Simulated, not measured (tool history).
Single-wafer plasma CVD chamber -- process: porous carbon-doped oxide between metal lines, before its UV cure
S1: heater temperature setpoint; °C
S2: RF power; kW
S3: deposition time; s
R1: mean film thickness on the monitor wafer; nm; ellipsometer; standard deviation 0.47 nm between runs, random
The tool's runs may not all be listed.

run	hour	S1	S2	S3	R1
1	0	315	0.38	23.4	98.466
2	2.1	311	0.385	23.4	101.49
3	8.6	311	0.33	23.4	88.885
4	9.8	311	0.33	22.2	84.658
5	17.7	311	0.285	22.2	74.623
6	24.4	308	0.31	22.3	81.162

The next listed run, before its measurement:
7	27.4	306	0.335	22.4	?

R1: 88.536 nm
